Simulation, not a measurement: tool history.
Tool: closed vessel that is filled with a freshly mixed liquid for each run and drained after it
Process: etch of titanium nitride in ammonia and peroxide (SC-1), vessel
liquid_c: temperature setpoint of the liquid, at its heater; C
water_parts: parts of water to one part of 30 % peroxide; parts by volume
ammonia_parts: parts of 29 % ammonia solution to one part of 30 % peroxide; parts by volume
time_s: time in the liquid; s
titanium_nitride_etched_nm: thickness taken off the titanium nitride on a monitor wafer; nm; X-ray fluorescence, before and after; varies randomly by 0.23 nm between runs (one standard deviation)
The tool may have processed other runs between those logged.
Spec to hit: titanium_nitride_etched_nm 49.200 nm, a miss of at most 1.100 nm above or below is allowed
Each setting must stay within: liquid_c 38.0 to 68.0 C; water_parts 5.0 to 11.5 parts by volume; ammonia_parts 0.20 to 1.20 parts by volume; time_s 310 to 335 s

run	day	liquid_c	water_parts	ammonia_parts	time_s	titanium_nitride_etched_nm
1	0.000	52.0	6.5	0.70	310	31.527
2	0.338	53.0	6.5	0.70	310	33.969
3	0.542	53.5	6.5	0.70	310	35.137
4	0.804	53.5	6.5	0.90	310	36.153
5	1.129	53.5	6.5	0.70	310	35.250
6	1.288	53.5	6.5	0.90	310	36.737
7	1.350	54.0	6.5	0.90	310	37.575
8	1.529	54.5	6.5	0.90	310	38.717
9	1.746	54.5	6.5	0.90	310	39.312
10	1.867	58.5	6.5	0.90	310	51.088

Which of these 5 next moves meets every target?
A	1.988	59.5	7.0	0.95	310	?
B	1.988	57.5	6.5	0.90	320	?
C	1.988	58.5	6.5	0.95	320	?
D	1.988	59.0	6.5	1.05	310	?
E	1.988	61.5	9.0	0.70	335	?

move	titanium_nitride_etched_nm
A	52.721
B	48.994
C	52.736
D	53.492
E	54.875
A: lands further from the targets than the last run did
B: every result within its allowed miss
C: lands further from the targets than the last run did
D: lands further from the targets than the last run did
E: lands further from the targets than the last run did
The right move is B.
